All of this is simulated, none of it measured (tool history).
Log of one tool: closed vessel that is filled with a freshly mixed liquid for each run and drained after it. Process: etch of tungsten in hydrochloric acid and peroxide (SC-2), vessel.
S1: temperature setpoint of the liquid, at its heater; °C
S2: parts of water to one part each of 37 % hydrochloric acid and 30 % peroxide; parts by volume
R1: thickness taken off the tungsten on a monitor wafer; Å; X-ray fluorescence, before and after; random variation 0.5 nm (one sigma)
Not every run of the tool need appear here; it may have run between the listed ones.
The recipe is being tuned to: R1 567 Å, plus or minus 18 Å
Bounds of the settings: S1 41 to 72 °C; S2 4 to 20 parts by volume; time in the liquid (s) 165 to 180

{"run": 1, "hour": 0.0, "S1": 57, "S2": 11, "time in the liquid (s)": 165, "R1": 841.19}
{"run": 2, "hour": 7.6, "S1": 56, "S2": 11, "time in the liquid (s)": 165, "R1": 789.74}
{"run": 3, "hour": 13.0, "S1": 55, "S2": 11, "time in the liquid (s)": 165, "R1": 753.91}
{"run": 4, "hour": 18.6, "S1": 54, "S2": 11, "time in the liquid (s)": 165, "R1": 688.77}
{"run": 5, "hour": 27.8, "S1": 53.5, "S2": 11, "time in the liquid (s)": 165, "R1": 674.4}
{"run": 6, "hour": 37.0, "S1": 53, "S2": 11, "time in the liquid (s)": 165, "R1": 649.25}
{"run": 7, "hour": 41.7, "S1": 52.5, "S2": 11, "time in the liquid (s)": 165, "R1": 641}
{"run": 8, "hour": 43.4, "S1": 52, "S2": 11, "time in the liquid (s)": 165, "R1": 605.47}
{"hour": 45.1, "done": "thermometer replaced"}
{"run": 9, "hour": 45.1, "S1": 51.5, "S2": 11, "time in the liquid (s)": 165, "R1": 516.53}

5 candidate next runs follow, results not yet known. Just one meets every target within its allowed miss. Identify it.
{"run": "A", "hour": 46.8, "S1": 49, "S2": 10, "time in the liquid (s)": 165, "R1": "?"}
{"run": "B", "hour": 46.8, "S1": 53, "S2": 11, "time in the liquid (s)": 165, "R1": "?"}
{"run": "C", "hour": 46.8, "S1": 48, "S2": 8, "time in the liquid (s)": 165, "R1": "?"}
{"run": "D", "hour": 46.8, "S1": 46, "S2": 8, "time in the liquid (s)": 180, "R1": "?"}
{"run": "E", "hour": 46.8, "S1": 49, "S2": 10, "time in the liquid (s)": 180, "R1": "?"}

move=A R1=469.92
move=B R1=565.43
move=C R1=527.2
move=D R1=502.06
move=E R1=512.64
A: its largest miss is bigger than the last run's
B: meets every target
C: moves toward the targets from the last run without getting all of them in spec
D: its largest miss is bigger than the last run's
E: its largest miss is bigger than the last run's
Correct choice: B, which meets every target
